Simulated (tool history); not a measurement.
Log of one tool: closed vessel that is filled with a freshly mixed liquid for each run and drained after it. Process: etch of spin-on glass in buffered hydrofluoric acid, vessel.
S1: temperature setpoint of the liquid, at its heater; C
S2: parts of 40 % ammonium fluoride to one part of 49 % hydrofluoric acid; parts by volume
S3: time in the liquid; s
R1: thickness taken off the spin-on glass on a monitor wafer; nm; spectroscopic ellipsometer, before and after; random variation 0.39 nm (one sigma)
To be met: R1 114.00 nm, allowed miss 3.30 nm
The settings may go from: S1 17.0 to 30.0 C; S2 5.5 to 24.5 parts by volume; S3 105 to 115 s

run,day,S1,S2,S3,R1
1,0.000,22.0,15.0,105,161.14
2,0.204,22.0,15.0,105,161.24
3,0.538,21.0,15.5,105,146.59
4,0.892,20.0,15.5,105,138.94
5,0.988,20.0,18.0,105,120.70
6,1.233,22.5,18.0,105,139.50
7,1.600,21.5,18.0,105,130.98
8,1.808,21.0,18.0,105,127.03
9,1.854,20.5,18.0,105,123.80
10,1.958,20.0,18.0,105,120.04

Which of these 4 next moves meets every target?
A,2.062,18.0,17.0,105,?
B,2.062,17.5,15.5,110,?
C,2.062,20.5,19.0,110,?
D,2.062,21.0,18.5,105,?

move,R1
A,114.35
B,127.54
C,123.59
D,124.55
A: meets every target
B: further off than the last run
C: further off than the last run
D: further off than the last run
Move A is the one to make.

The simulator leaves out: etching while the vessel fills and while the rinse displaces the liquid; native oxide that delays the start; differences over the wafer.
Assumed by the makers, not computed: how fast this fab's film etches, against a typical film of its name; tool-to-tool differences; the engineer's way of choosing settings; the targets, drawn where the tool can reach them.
